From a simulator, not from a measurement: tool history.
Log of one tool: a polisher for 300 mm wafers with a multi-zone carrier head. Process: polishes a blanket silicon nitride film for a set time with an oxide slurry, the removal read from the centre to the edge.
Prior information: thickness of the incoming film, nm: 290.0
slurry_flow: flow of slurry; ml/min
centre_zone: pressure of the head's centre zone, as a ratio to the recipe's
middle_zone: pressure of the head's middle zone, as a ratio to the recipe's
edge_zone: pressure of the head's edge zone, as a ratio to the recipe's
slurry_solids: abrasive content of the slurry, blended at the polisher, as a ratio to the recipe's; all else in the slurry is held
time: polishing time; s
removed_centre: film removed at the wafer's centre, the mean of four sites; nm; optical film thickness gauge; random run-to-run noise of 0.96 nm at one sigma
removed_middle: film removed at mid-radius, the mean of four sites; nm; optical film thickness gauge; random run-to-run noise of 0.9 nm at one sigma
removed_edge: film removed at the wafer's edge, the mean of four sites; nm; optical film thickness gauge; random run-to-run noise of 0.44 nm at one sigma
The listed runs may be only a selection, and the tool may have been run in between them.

run 1 day=0 | slurry_flow=250 centre_zone=1 middle_zone=1 edge_zone=1 slurry_solids=1 time=66 | removed_centre=60.392 removed_middle=55.608 removed_edge=55.876
run 2 day=0.283 | slurry_flow=250 centre_zone=1 middle_zone=1 edge_zone=1 slurry_solids=1.1 time=66 | removed_centre=61.829 removed_middle=57.288 removed_edge=57.071
run 3 day=0.362 | slurry_flow=255 centre_zone=0.99 middle_zone=1.02 edge_zone=1.01 slurry_solids=1.15 time=66 | removed_centre=63.003 removed_middle=61.103 removed_edge=59.14
run 4 day=0.6 | slurry_flow=260 centre_zone=0.99 middle_zone=1.04 edge_zone=1.03 slurry_solids=1.15 time=66 | removed_centre=64.011 removed_middle=61.239 removed_edge=59.264
run 5 day=0.688 | slurry_flow=260 centre_zone=0.98 middle_zone=1.05 edge_zone=1.04 slurry_solids=1.2 time=66 | removed_centre=63.901 removed_middle=61.655 removed_edge=59.995
run 6 day=0.783 | slurry_flow=260 centre_zone=0.98 middle_zone=1.05 edge_zone=1.04 slurry_solids=1.35 time=66 | removed_centre=67.452 removed_middle=65.248 removed_edge=62.949
run 7 day=1 | slurry_flow=265 centre_zone=0.97 middle_zone=1.07 edge_zone=1.04 slurry_solids=1.35 time=66 | removed_centre=66.238 removed_middle=67.525 removed_edge=61.873

Run 8 comes next. What will it give?
run 8 day=1.375 | slurry_flow=270 centre_zone=0.96 middle_zone=1.08 edge_zone=1.05 slurry_solids=1.35 time=66 | removed_centre=? removed_middle=? removed_edge=?

removed_centre: 64.75 nm
removed_middle: 66.853 nm
removed_edge: 63.765 nm
